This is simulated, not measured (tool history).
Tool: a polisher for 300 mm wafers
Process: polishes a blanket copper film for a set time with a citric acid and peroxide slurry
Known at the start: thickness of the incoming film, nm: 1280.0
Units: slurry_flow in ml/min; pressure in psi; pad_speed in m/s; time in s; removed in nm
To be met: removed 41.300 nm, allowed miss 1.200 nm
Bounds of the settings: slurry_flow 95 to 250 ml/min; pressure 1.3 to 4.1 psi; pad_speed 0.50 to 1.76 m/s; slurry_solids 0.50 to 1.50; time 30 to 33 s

{"run": 1, "hour": 0.0, "slurry_flow": 160, "pressure": 2.7, "pad_speed": 1.12, "slurry_solids": 1.0, "time": 33, "removed": 78.78}
{"run": 2, "hour": 1.3, "slurry_flow": 160, "pressure": 2.7, "pad_speed": 1.12, "slurry_solids": 1.0, "time": 30, "removed": 72.704}
{"run": 3, "hour": 8.1, "slurry_flow": 160, "pressure": 2.7, "pad_speed": 1.12, "slurry_solids": 1.2, "time": 30, "removed": 75.774}
{"run": 4, "hour": 9.9, "slurry_flow": 160, "pressure": 2.7, "pad_speed": 1.4, "slurry_solids": 1.2, "time": 30, "removed": 92.38}
{"run": 5, "hour": 15.5, "slurry_flow": 160, "pressure": 2.4, "pad_speed": 1.4, "slurry_solids": 1.2, "time": 30, "removed": 83.477}
{"run": 6, "hour": 18.1, "slurry_flow": 160, "pressure": 3.0, "pad_speed": 1.4, "slurry_solids": 1.2, "time": 30, "removed": 102.38}
{"run": 7, "hour": 20.3, "slurry_flow": 150, "pressure": 2.5, "pad_speed": 1.26, "slurry_solids": 1.2, "time": 30, "removed": 77.59}
{"run": 8, "hour": 27.9, "slurry_flow": 145, "pressure": 2.1, "pad_speed": 1.16, "slurry_solids": 1.2, "time": 30, "removed": 62.944}
{"run": 9, "hour": 31.7, "slurry_flow": 140, "pressure": 1.8, "pad_speed": 1.1, "slurry_solids": 1.2, "time": 30, "removed": 52.964}
{"run": 10, "hour": 35.6, "slurry_flow": 135, "pressure": 1.6, "pad_speed": 1.08, "slurry_solids": 1.2, "time": 30, "removed": 47.83}
{"run": 11, "hour": 36.6, "slurry_flow": 130, "pressure": 1.5, "pad_speed": 1.08, "slurry_solids": 1.2, "time": 30, "removed": 45.339}

Which of these 5 next moves meets every target?
{"run": "A", "hour": 37.6, "slurry_flow": 125, "pressure": 1.4, "pad_speed": 1.18, "slurry_solids": 1.5, "time": 33, "removed": "?"}
{"run": "B", "hour": 37.6, "slurry_flow": 100, "pressure": 1.8, "pad_speed": 0.96, "slurry_solids": 1.45, "time": 33, "removed": "?"}
{"run": "C", "hour": 37.6, "slurry_flow": 155, "pressure": 1.3, "pad_speed": 1.32, "slurry_solids": 1.35, "time": 30, "removed": "?"}
{"run": "D", "hour": 37.6, "slurry_flow": 105, "pressure": 2.1, "pad_speed": 1.04, "slurry_solids": 1.15, "time": 30, "removed": "?"}
{"run": "E", "hour": 37.6, "slurry_flow": 155, "pressure": 1.4, "pad_speed": 0.9, "slurry_solids": 1.25, "time": 33, "removed": "?"}

move=A removed=53.701
move=B removed=49.063
move=C removed=52.989
move=D removed=52.222
move=E removed=41.837
A: further off than the last run
B: further off than the last run
C: further off than the last run
D: further off than the last run
E: meets every target
Answer: E

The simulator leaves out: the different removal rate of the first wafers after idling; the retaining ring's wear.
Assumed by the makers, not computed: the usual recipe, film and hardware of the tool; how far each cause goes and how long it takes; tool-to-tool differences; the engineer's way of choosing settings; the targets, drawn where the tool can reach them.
